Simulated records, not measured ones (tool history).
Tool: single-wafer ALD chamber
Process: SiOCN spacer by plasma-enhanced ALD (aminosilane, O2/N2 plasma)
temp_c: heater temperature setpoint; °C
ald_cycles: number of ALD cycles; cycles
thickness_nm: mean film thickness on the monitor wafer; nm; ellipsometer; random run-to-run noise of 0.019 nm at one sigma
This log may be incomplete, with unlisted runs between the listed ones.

{"run": 1, "hour": 0.0, "temp_c": 410, "ald_cycles": 80, "thickness_nm": 5.4513}
{"run": 2, "hour": 6.6, "temp_c": 415, "ald_cycles": 80, "thickness_nm": 5.3761}
{"run": 3, "hour": 12.7, "temp_c": 413, "ald_cycles": 83, "thickness_nm": 5.5874}
{"run": 4, "hour": 19.3, "temp_c": 413, "ald_cycles": 72, "thickness_nm": 4.8648}
{"hour": 25.5, "done": "thermocouple changed; heater temperature recalibrated"}
{"run": 5, "hour": 25.5, "temp_c": 413, "ald_cycles": 83, "thickness_nm": 5.6877}
{"run": 6, "hour": 27.0, "temp_c": 408, "ald_cycles": 83, "thickness_nm": 5.7606}

Predict the results of run 7:
{"run": 7, "hour": 33.7, "temp_c": 406, "ald_cycles": 84, "thickness_nm": "?"}

{"run 7": {"thickness_nm": 5.873}}

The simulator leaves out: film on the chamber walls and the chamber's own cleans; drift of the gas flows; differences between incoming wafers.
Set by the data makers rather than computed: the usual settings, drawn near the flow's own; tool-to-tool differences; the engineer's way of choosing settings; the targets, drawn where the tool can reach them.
